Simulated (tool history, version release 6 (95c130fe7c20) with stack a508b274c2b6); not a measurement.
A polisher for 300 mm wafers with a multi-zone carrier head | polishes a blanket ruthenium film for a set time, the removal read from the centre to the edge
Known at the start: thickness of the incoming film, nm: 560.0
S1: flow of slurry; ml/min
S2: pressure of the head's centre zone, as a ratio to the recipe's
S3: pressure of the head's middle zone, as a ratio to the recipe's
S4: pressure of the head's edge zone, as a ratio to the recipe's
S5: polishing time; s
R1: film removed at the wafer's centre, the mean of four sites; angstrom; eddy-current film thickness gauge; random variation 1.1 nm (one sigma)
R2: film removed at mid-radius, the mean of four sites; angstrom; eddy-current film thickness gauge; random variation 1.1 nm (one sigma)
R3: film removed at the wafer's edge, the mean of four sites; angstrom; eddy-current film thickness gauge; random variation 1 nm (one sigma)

run,day,S1,S2,S3,S4,S5,R1,R2,R3
1,0,180,1,1,1,44,658.67,643.01,663.9
2,0.229,190,1.01,1.03,1.02,45,673.27,695.21,684.2
3,0.304,190,1.01,0.97,1.02,45,691.39,646.41,687.07
4,0.4,195,1.02,0.99,1.04,46,697,679.04,694.4
5,0.442,155,1.02,0.99,1.04,46,680.88,649.83,687.51
6,0.771,165,1.02,1,1.04,47,708.16,679.52,698.3

The next listed run, before its measurement:
7,1.058,175,1.01,1.01,1.04,48,?,?,?

{"run 7": {"R1": 707.2, "R2": 713.7, "R3": 720.32}}
